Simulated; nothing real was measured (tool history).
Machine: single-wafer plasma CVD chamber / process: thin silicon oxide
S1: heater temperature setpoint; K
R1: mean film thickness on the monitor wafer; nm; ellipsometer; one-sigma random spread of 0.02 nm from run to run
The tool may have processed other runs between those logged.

run 1 hour=0 | S1=668.15 chamber_pressure_(mTorr)=676 RF_power_(kW)=0.255 deposition_time_(s)=6.98 | R1=9.3988
run 2 hour=0.6 | S1=668.15 chamber_pressure_(mTorr)=631 RF_power_(kW)=0.255 deposition_time_(s)=6.98 | R1=8.7414
run 3 hour=5.1 | S1=668.15 chamber_pressure_(mTorr)=596 RF_power_(kW)=0.255 deposition_time_(s)=6.98 | R1=8.2905
run 4 hour=6.7 | S1=668.15 chamber_pressure_(mTorr)=568 RF_power_(kW)=0.255 deposition_time_(s)=6.98 | R1=7.8917
run 5 hour=10 | S1=677.15 chamber_pressure_(mTorr)=568 RF_power_(kW)=0.255 deposition_time_(s)=6.98 | R1=7.8991
run 6 hour=12.2 | S1=677.15 chamber_pressure_(mTorr)=547 RF_power_(kW)=0.255 deposition_time_(s)=6.98 | R1=7.5728
run 7 hour=13.1 | S1=677.15 chamber_pressure_(mTorr)=532 RF_power_(kW)=0.255 deposition_time_(s)=6.98 | R1=7.3927

Expected results for the next run?
run 8 hour=19.8 | S1=677.15 chamber_pressure_(mTorr)=463 RF_power_(kW)=0.255 deposition_time_(s)=6.98 | R1=?

For run 8 the tool returned R1 6.4271 nm.
